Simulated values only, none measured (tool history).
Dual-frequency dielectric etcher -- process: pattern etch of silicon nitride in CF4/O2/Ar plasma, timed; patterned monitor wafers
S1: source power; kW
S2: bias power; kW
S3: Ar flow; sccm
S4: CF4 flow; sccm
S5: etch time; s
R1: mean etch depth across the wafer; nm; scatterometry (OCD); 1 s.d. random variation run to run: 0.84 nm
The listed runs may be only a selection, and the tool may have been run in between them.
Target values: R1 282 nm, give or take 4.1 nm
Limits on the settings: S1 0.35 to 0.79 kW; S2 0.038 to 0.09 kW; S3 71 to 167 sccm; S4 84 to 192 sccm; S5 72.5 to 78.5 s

run 1 hour=0 | S1=0.57 S2=0.064 S3=119 S4=138 S5=78.5 | R1=214
run 2 hour=8.3 | S1=0.57 S2=0.064 S3=119 S4=162 S5=78.5 | R1=216.57
run 3 hour=16.9 | S1=0.62 S2=0.064 S3=119 S4=162 S5=78.5 | R1=236.61
run 4 hour=22 | S1=0.62 S2=0.071 S3=119 S4=162 S5=78.5 | R1=247.36
run 5 hour=27.5 | S1=0.64 S2=0.071 S3=119 S4=162 S5=78.5 | R1=253.85
run 6 hour=30.4 | S1=0.64 S2=0.071 S3=134 S4=162 S5=78.5 | R1=251.26
run 7 hour=33.2 | S1=0.66 S2=0.071 S3=134 S4=162 S5=78.5 | R1=258.71
run 8 hour=37.7 | S1=0.68 S2=0.071 S3=134 S4=162 S5=78.5 | R1=267.51
run 9 hour=46.1 | S1=0.69 S2=0.071 S3=134 S4=162 S5=78.5 | R1=272.16
run 10 hour=52.6 | S1=0.7 S2=0.071 S3=134 S4=162 S5=78.5 | R1=274.76

Exercise: of the 5 proposed moves below, exactly one satisfies all targets within the stated allowed misses. Which move is it?
run A hour=59.1 | S1=0.72 S2=0.065 S3=133 S4=192 S5=76 | R1=?
run B hour=59.1 | S1=0.71 S2=0.072 S3=160 S4=150 S5=78.5 | R1=?
run C hour=59.1 | S1=0.75 S2=0.075 S3=148 S4=178 S5=77 | R1=?
run D hour=59.1 | S1=0.71 S2=0.075 S3=122 S4=160 S5=76.5 | R1=?
run E hour=59.1 | S1=0.68 S2=0.077 S3=138 S4=159 S5=77.5 | R1=?

move=A R1=270.49
move=B R1=273.48
move=C R1=296.06
move=D R1=281.02
move=E R1=271.71
A: misses by more than the last run did
B: misses by more than the last run did
C: takes the biggest miss from the last run beyond its target
D: every result lands within tolerance
E: misses by more than the last run did
The move that meets every target is D.
